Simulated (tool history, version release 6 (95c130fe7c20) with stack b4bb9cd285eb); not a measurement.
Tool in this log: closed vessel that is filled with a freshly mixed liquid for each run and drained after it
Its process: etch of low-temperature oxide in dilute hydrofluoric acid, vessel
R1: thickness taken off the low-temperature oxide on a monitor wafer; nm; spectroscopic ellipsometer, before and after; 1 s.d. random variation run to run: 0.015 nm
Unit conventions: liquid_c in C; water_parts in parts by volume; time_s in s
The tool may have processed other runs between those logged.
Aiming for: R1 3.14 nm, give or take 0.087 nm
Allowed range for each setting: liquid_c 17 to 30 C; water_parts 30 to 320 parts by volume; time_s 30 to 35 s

{"run": 1, "hour": 0.0, "liquid_c": 22, "water_parts": 175, "time_s": 35, "R1": 3.9972}
{"run": 2, "hour": 3.5, "liquid_c": 21, "water_parts": 175, "time_s": 35, "R1": 3.8285}
{"run": 3, "hour": 9.2, "liquid_c": 21, "water_parts": 145, "time_s": 35, "R1": 4.7896}
{"run": 4, "hour": 13.0, "liquid_c": 20, "water_parts": 155, "time_s": 35, "R1": 4.2511}
{"run": 5, "hour": 21.6, "liquid_c": 20, "water_parts": 155, "time_s": 35, "R1": 4.2781}
{"run": 6, "hour": 26.5, "liquid_c": 19.5, "water_parts": 160, "time_s": 35, "R1": 4.0497}
{"run": 7, "hour": 28.8, "liquid_c": 19.5, "water_parts": 160, "time_s": 35, "R1": 4.0449}
{"run": 8, "hour": 35.2, "liquid_c": 19, "water_parts": 165, "time_s": 35, "R1": 3.7934}
{"run": 9, "hour": 37.0, "liquid_c": 18.5, "water_parts": 170, "time_s": 35, "R1": 3.6261}
{"run": 10, "hour": 45.5, "liquid_c": 18, "water_parts": 175, "time_s": 35, "R1": 3.4215}
{"hour": 52.8, "done": "hydrofluoric acid flow meter replaced"}
{"run": 11, "hour": 52.8, "liquid_c": 17.5, "water_parts": 180, "time_s": 35, "R1": 3.6286}
{"run": 12, "hour": 58.7, "liquid_c": 17.5, "water_parts": 185, "time_s": 35, "R1": 3.5354}
{"run": 13, "hour": 65.6, "liquid_c": 17.5, "water_parts": 190, "time_s": 35, "R1": 3.3895}
{"run": 14, "hour": 70.9, "liquid_c": 17.5, "water_parts": 195, "time_s": 35, "R1": 3.3002}

Pick the move, out of 5, that brings all results within their allowed miss; only one does.
{"run": "A", "hour": 76.2, "liquid_c": 18, "water_parts": 180, "time_s": 30, "R1": "?"}
{"run": "B", "hour": 76.2, "liquid_c": 17, "water_parts": 190, "time_s": 35, "R1": "?"}
{"run": "C", "hour": 76.2, "liquid_c": 18.5, "water_parts": 195, "time_s": 35, "R1": "?"}
{"run": "D", "hour": 76.2, "liquid_c": 17.5, "water_parts": 190, "time_s": 30, "R1": "?"}
{"run": "E", "hour": 76.2, "liquid_c": 20, "water_parts": 180, "time_s": 30, "R1": "?"}

move=A R1=3.1886
move=B R1=3.3543
move=C R1=3.4528
move=D R1=2.9332
move=E R1=3.4506
A: in spec on every target
B: moves away from the targets compared with the last run
C: moves away from the targets compared with the last run
D: takes the result that was furthest off past its target
E: moves away from the targets compared with the last run
Answer: A

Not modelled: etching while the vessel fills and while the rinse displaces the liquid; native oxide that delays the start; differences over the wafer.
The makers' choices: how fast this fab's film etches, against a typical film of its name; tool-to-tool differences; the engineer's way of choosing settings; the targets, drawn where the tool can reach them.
